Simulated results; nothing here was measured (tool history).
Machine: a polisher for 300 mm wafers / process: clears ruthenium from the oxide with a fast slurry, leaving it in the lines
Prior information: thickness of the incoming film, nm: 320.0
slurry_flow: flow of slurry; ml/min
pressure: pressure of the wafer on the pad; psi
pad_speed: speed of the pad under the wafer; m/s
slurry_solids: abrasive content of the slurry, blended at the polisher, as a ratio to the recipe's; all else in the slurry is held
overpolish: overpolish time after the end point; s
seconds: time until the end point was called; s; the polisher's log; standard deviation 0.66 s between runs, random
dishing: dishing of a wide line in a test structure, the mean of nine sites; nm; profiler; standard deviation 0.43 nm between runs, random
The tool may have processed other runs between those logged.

run  hour  slurry_flow  pressure  pad_speed  slurry_solids  overpolish  seconds  dishing
  1   0.0          280       3.3       1.12            1.0          13   63.081   57.143
  2   0.8          280       3.5       1.12            1.0          11   60.378   51.661
  3   2.2          280       3.7       1.12            1.0           9   57.405   45.729
  4   6.1          280       4.4       1.12            1.0           9   49.446   52.184
  5   8.4          280       4.4       1.30            1.0           9   43.972   57.890
  6  17.0          280       4.3       1.28            1.0           8   44.474   50.572
  7  17.9          280       4.3       1.28            1.0           8   45.391   50.892
  8  18.9          280       4.2       1.28            1.0           7   46.480   45.464
  9  21.5          280       4.1       1.28            1.0           7   47.011   43.620

What will run 10 give?
 10  24.0          280       4.0       1.30            1.0           7        ?        ?

Run 10 came out at seconds 47.695 s, dishing 44.241 nm.

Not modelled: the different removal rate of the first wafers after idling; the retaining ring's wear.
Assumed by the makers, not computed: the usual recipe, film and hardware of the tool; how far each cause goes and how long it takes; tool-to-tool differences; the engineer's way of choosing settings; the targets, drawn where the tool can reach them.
